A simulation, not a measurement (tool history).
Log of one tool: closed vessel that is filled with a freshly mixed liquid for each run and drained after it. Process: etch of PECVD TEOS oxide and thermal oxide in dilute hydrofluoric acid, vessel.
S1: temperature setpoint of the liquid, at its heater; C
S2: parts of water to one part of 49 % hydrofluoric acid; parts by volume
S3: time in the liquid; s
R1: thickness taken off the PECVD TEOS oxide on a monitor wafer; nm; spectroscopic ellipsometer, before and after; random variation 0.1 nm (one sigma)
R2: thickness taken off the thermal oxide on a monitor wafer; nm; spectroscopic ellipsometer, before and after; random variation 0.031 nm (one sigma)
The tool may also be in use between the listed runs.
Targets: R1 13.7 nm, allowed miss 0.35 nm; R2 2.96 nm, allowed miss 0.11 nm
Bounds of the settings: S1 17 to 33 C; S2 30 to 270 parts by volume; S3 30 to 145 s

run,hour,S1,S2,S3,R1,R2
1,0,25,150,75,11.003,2.3693
2,7,26.5,150,75,11.624,2.476
3,15.5,26.5,105,75,17.623,3.84
4,21.5,26.5,105,105,24.38,5.3279
5,27,25,105,105,23.423,5.1078
6,35.3,25,145,105,15.833,3.4796
7,42.9,24,145,105,15.383,3.302
8,46.8,23.5,145,105,15.021,3.3108
9,52.9,23,145,105,14.585,3.187
10,55.1,22.5,145,105,14.632,3.1056

Which of these 5 next moves meets every target?
A,57.3,28.5,220,125,?,?
B,57.3,22,150,105,?,?
C,57.3,23.5,155,115,?,?
D,57.3,17.5,95,85,?,?
E,57.3,25.5,130,90,?,?

move,R1,R2
A,12.964,2.7945
B,13.602,2.9321
C,15.193,3.2751
D,15.366,3.3124
E,15.758,3.3967
A: takes the result that was furthest off past its target
B: meets every target
C: further off than the last run
D: further off than the last run
E: further off than the last run
Move B is the one to make.
